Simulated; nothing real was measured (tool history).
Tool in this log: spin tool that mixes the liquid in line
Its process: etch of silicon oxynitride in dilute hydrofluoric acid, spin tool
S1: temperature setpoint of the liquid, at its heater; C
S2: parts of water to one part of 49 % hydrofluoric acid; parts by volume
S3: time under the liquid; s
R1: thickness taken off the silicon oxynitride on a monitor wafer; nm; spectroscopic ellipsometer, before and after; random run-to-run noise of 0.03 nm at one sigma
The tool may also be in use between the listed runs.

run    day    S1   S2   S3      R1
  1      0    26  300  305  3.6987
  2  0.192    25  300  305  3.5509
  3  0.542    25  240  305  4.6474
  4   0.85    24  250  305  4.2704
  5  1.133    24  250  325  4.4317
  6  1.379    23  260  325  4.0884
  7  1.754    22  265  325   3.874
  8  1.904  21.5  275  325  3.5699
  9  2.175    21  280  325  3.4346
 10  2.279  20.5  285  325  3.2891

The next listed run, before its measurement:
 11  2.508  20  290  325   ?

Run 11 yielded R1 3.1811 nm.

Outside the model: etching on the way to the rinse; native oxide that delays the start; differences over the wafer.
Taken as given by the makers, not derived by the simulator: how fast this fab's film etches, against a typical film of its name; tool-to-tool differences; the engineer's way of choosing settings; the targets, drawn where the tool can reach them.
